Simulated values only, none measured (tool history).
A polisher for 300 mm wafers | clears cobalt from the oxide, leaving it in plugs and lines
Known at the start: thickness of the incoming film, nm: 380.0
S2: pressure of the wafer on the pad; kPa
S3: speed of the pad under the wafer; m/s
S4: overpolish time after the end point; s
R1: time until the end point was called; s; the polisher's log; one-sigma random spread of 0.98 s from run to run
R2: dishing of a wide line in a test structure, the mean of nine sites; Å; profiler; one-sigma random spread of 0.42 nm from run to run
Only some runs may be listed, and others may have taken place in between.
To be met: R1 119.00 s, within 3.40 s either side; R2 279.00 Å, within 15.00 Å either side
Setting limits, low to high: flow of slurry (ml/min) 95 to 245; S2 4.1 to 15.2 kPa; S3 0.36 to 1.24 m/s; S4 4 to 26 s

{"run": 1, "hour": 0.0, "flow of slurry (ml/min)": 155, "S2": 9.7, "S3": 0.8, "S4": 13, "R1": 167.76, "R2": 264.45}
{"run": 2, "hour": 1.5, "flow of slurry (ml/min)": 165, "S2": 10.3, "S3": 0.8, "S4": 12, "R1": 157.35, "R2": 256.53}
{"run": 3, "hour": 7.3, "flow of slurry (ml/min)": 170, "S2": 11.0, "S3": 0.8, "S4": 12, "R1": 146.16, "R2": 272.09}
{"run": 4, "hour": 13.2, "flow of slurry (ml/min)": 175, "S2": 11.7, "S3": 0.8, "S4": 11, "R1": 139.83, "R2": 259.9}
{"run": 5, "hour": 21.4, "flow of slurry (ml/min)": 215, "S2": 11.7, "S3": 0.8, "S4": 11, "R1": 136.38, "R2": 263.92}
{"run": 6, "hour": 23.8, "flow of slurry (ml/min)": 215, "S2": 11.7, "S3": 0.8, "S4": 6, "R1": 135.76, "R2": 165.47}
{"run": 7, "hour": 30.1, "flow of slurry (ml/min)": 195, "S2": 13.1, "S3": 0.8, "S4": 12, "R1": 126.4, "R2": 306.15}
{"run": 8, "hour": 33.8, "flow of slurry (ml/min)": 195, "S2": 13.8, "S3": 0.8, "S4": 11, "R1": 119.44, "R2": 305.17}

Consider the 4 candidate settings below. Which is the only one whose results all fall within their allowed miss of target?
{"run": "A", "hour": 37.5, "flow of slurry (ml/min)": 190, "S2": 15.2, "S3": 0.76, "S4": 12, "R1": "?", "R2": "?"}
{"run": "B", "hour": 37.5, "flow of slurry (ml/min)": 195, "S2": 13.8, "S3": 0.82, "S4": 11, "R1": "?", "R2": "?"}
{"run": "C", "hour": 37.5, "flow of slurry (ml/min)": 200, "S2": 13.8, "S3": 0.82, "S4": 12, "R1": "?", "R2": "?"}
{"run": "D", "hour": 37.5, "flow of slurry (ml/min)": 175, "S2": 13.1, "S3": 0.86, "S4": 10, "R1": "?", "R2": "?"}

move=A R1=114.58 R2=317.25
move=B R1=115.23 R2=296.57
move=C R1=114.82 R2=316.80
move=D R1=116.92 R2=273.07
A: further off than the last run
B: nearer the targets than the last run, but a result is still out of spec
C: further off than the last run
D: hits every target within its allowed miss
Move D is the one to make.
